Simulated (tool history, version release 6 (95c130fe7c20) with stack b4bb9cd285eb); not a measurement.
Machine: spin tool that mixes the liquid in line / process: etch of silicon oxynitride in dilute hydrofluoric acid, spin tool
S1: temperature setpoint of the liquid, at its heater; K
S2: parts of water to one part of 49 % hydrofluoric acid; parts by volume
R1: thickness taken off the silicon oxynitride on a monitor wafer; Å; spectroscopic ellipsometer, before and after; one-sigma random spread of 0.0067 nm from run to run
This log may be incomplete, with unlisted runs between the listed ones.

Run 1, hour 0: S1 298.15 K, S2 210 parts by volume, time under the liquid (s) 90. Result: R1 8.1352 Å.
Run 2, hour 6.3: S1 295.15 K, S2 210 parts by volume, time under the liquid (s) 90. Result: R1 7.3285 Å.
Run 3, hour 7.5: S1 295.15 K, S2 155 parts by volume, time under the liquid (s) 90. Result: R1 10.475 Å.
Run 4, hour 13.8: S1 295.15 K, S2 115 parts by volume, time under the liquid (s) 90. Result: R1 14.46 Å.
Run 5, hour 17.7: S1 298.15 K, S2 115 parts by volume, time under the liquid (s) 90. Result: R1 16.404 Å.
Run 6, hour 20.6: S1 296.65 K, S2 145 parts by volume, time under the liquid (s) 90. Result: R1 11.807 Å.

Predict the results of run 7:
Run 7, hour 21.7: S1 295.65 K, S2 170 parts by volume, time under the liquid (s) 90. Result: R1 ?.

{"run 7": {"R1": 9.5583}}
